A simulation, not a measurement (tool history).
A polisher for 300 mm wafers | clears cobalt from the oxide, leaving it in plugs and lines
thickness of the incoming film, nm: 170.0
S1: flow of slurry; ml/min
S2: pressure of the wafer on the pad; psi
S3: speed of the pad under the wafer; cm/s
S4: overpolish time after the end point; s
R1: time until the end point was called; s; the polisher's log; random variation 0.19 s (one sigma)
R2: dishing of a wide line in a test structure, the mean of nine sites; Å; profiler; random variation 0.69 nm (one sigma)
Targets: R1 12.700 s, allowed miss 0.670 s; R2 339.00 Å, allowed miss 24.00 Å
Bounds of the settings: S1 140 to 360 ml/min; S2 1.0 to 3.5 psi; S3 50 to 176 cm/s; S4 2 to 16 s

run	hour	S1	S2	S3	S4	R1	R2
1	0.0	230	2.2	112	8	27.355	318.24
2	3.1	270	2.2	112	8	27.812	321.09
3	3.8	270	2.2	96	8	31.458	286.89
4	9.3	270	2.4	102	7	27.938	296.14
5	11.1	270	2.4	92	7	30.337	265.75
6	12.1	265	2.5	98	6	28.045	275.52
7	17.5	250	2.6	104	5	24.794	251.03
8	22.0	250	2.7	108	5	23.755	261.22
9	24.8	250	2.8	114	5	21.835	269.49
10	33.3	250	2.9	118	5	20.029	286.05
11	41.2	250	3.0	122	5	18.985	298.79
12	50.0	250	3.1	126	5	18.034	305.82
13	50.9	250	3.2	130	5	17.298	333.83
14	51.7	250	3.2	134	5	16.614	328.97
15	60.5	255	3.5	150	3	13.561	262.31
# hour 66.3: head pressure recalibrated
16	66.3	255	3.5	156	6	12.279	431.98
17	67.0	255	3.4	158	5	12.382	388.24

5 next moves are on the table. One of them brings every result within its allowed miss. Which?
A	67.7	270	3.4	154	6	?	?
B	67.7	225	3.4	170	6	?	?
C	67.7	270	2.9	166	7	?	?
D	67.7	245	3.4	152	4	?	?
E	67.7	290	3.3	160	6	?	?

move	R1	R2
A	12.212	444.14
B	11.327	460.02
C	13.138	461.50
D	12.505	348.85
E	12.006	447.79
A: further off than the last run
B: further off than the last run
C: further off than the last run
D: meets every target
E: further off than the last run
Answer: D

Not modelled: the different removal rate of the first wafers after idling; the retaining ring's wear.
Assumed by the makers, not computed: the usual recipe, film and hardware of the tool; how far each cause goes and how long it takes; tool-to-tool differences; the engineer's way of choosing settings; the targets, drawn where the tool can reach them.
